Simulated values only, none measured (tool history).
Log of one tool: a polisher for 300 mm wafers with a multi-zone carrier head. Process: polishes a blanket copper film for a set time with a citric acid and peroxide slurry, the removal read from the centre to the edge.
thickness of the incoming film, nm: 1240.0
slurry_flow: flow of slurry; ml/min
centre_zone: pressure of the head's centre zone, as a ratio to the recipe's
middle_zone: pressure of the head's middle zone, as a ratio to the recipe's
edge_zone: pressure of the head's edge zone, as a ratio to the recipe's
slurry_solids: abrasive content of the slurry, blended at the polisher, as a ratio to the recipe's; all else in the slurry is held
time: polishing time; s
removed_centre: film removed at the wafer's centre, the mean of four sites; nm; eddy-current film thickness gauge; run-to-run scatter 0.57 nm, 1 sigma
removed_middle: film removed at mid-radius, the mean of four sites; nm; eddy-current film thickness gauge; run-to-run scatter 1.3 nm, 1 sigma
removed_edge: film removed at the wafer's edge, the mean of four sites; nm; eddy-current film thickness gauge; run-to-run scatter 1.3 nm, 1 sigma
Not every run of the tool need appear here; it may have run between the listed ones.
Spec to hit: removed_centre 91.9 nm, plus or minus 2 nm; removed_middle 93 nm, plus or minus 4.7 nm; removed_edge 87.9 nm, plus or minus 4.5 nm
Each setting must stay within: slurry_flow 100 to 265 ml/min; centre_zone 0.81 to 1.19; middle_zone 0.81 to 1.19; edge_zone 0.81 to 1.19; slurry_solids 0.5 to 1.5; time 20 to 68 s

{"run": 1, "hour": 0.0, "slurry_flow": 170, "centre_zone": 1, "middle_zone": 1, "edge_zone": 1, "slurry_solids": 1, "time": 44, "removed_centre": 156.97, "removed_middle": 153.71, "removed_edge": 151.33}
{"run": 2, "hour": 7.6, "slurry_flow": 170, "centre_zone": 1, "middle_zone": 0.94, "edge_zone": 1, "slurry_solids": 1, "time": 44, "removed_centre": 156.57, "removed_middle": 146.64, "removed_edge": 150.16}
{"run": 3, "hour": 15.6, "slurry_flow": 170, "centre_zone": 1, "middle_zone": 0.94, "edge_zone": 1, "slurry_solids": 1, "time": 54, "removed_centre": 191.95, "removed_middle": 181.34, "removed_edge": 186.1}
{"run": 4, "hour": 19.5, "slurry_flow": 190, "centre_zone": 1, "middle_zone": 0.94, "edge_zone": 1, "slurry_solids": 1, "time": 54, "removed_centre": 193.17, "removed_middle": 179.65, "removed_edge": 185.47}
{"run": 5, "hour": 25.1, "slurry_flow": 195, "centre_zone": 0.97, "middle_zone": 0.94, "edge_zone": 0.95, "slurry_solids": 0.85, "time": 46, "removed_centre": 153.96, "removed_middle": 146.73, "removed_edge": 151.29}
{"run": 6, "hour": 30.4, "slurry_flow": 195, "centre_zone": 0.97, "middle_zone": 0.94, "edge_zone": 0.95, "slurry_solids": 0.85, "time": 51, "removed_centre": 172.68, "removed_middle": 165.38, "removed_edge": 165.54}
{"run": 7, "hour": 37.4, "slurry_flow": 190, "centre_zone": 0.95, "middle_zone": 0.94, "edge_zone": 0.91, "slurry_solids": 0.75, "time": 44, "removed_centre": 139.35, "removed_middle": 138.09, "removed_edge": 135.66}
{"hour": 45.9, "done": "edge zone pressure recalibrated"}
{"run": 8, "hour": 45.9, "slurry_flow": 175, "centre_zone": 0.94, "middle_zone": 0.93, "edge_zone": 0.88, "slurry_solids": 0.65, "time": 40, "removed_centre": 118.72, "removed_middle": 118.76, "removed_edge": 120.42}
{"run": 9, "hour": 47.5, "slurry_flow": 225, "centre_zone": 0.97, "middle_zone": 0.98, "edge_zone": 0.81, "slurry_solids": 0.5, "time": 28, "removed_centre": 81.94, "removed_middle": 83.93, "removed_edge": 75.073}
{"run": 10, "hour": 54.4, "slurry_flow": 220, "centre_zone": 0.98, "middle_zone": 0.99, "edge_zone": 0.86, "slurry_solids": 0.55, "time": 28, "removed_centre": 85.538, "removed_middle": 84.412, "removed_edge": 79.712}
{"run": 11, "hour": 59.1, "slurry_flow": 215, "centre_zone": 0.98, "middle_zone": 1.01, "edge_zone": 0.88, "slurry_solids": 0.6, "time": 28, "removed_centre": 87.233, "removed_middle": 89.586, "removed_edge": 83.986}
{"run": 12, "hour": 67.9, "slurry_flow": 215, "centre_zone": 0.99, "middle_zone": 1.02, "edge_zone": 0.89, "slurry_solids": 0.6, "time": 28, "removed_centre": 88.833, "removed_middle": 90.628, "removed_edge": 83.483}
{"run": 13, "hour": 69.1, "slurry_flow": 215, "centre_zone": 0.99, "middle_zone": 1.02, "edge_zone": 0.91, "slurry_solids": 0.6, "time": 28, "removed_centre": 88.758, "removed_middle": 91.01, "removed_edge": 83.505}
{"run": 14, "hour": 74.9, "slurry_flow": 215, "centre_zone": 0.99, "middle_zone": 1.02, "edge_zone": 0.93, "slurry_solids": 0.6, "time": 28, "removed_centre": 88.713, "removed_middle": 89.582, "removed_edge": 84.523}
{"run": 15, "hour": 77.5, "slurry_flow": 215, "centre_zone": 0.99, "middle_zone": 1.03, "edge_zone": 0.94, "slurry_solids": 0.6, "time": 28, "removed_centre": 87.605, "removed_middle": 90.69, "removed_edge": 86.556}
{"run": 16, "hour": 82.9, "slurry_flow": 215, "centre_zone": 1, "middle_zone": 1.03, "edge_zone": 0.94, "slurry_solids": 0.6, "time": 28, "removed_centre": 89.116, "removed_middle": 91.476, "removed_edge": 86.146}

Which of these 5 next moves meets every target?
{"run": "A", "hour": 88.3, "slurry_flow": 185, "centre_zone": 0.99, "middle_zone": 1.02, "edge_zone": 0.96, "slurry_solids": 0.5, "time": 30, "removed_centre": "?", "removed_middle": "?", "removed_edge": "?"}
{"run": "B", "hour": 88.3, "slurry_flow": 165, "centre_zone": 0.93, "middle_zone": 1.06, "edge_zone": 0.89, "slurry_solids": 0.5, "time": 31, "removed_centre": "?", "removed_middle": "?", "removed_edge": "?"}
{"run": "C", "hour": 88.3, "slurry_flow": 200, "centre_zone": 0.93, "middle_zone": 0.98, "edge_zone": 0.94, "slurry_solids": 0.5, "time": 30, "removed_centre": "?", "removed_middle": "?", "removed_edge": "?"}
{"run": "D", "hour": 88.3, "slurry_flow": 230, "centre_zone": 0.99, "middle_zone": 1.01, "edge_zone": 0.89, "slurry_solids": 0.6, "time": 29, "removed_centre": "?", "removed_middle": "?", "removed_edge": "?"}
{"run": "E", "hour": 88.3, "slurry_flow": 185, "centre_zone": 0.97, "middle_zone": 1.05, "edge_zone": 0.95, "slurry_solids": 0.5, "time": 29, "removed_centre": "?", "removed_middle": "?", "removed_edge": "?"}

move=A removed_centre=88.868 removed_middle=88.926 removed_edge=88.83
move=B removed_centre=85.133 removed_middle=93.891 removed_edge=88.143
move=C removed_centre=84.142 removed_middle=86.667 removed_edge=88.59
move=D removed_centre=92.687 removed_middle=91.756 removed_edge=89.067
move=E removed_centre=84.174 removed_middle=88.113 removed_edge=85.453
A: lands further from the targets than the last run did
B: lands further from the targets than the last run did
C: lands further from the targets than the last run did
D: each result inside its tolerance
E: lands further from the targets than the last run did
D is the move that brings every result within its allowed miss.
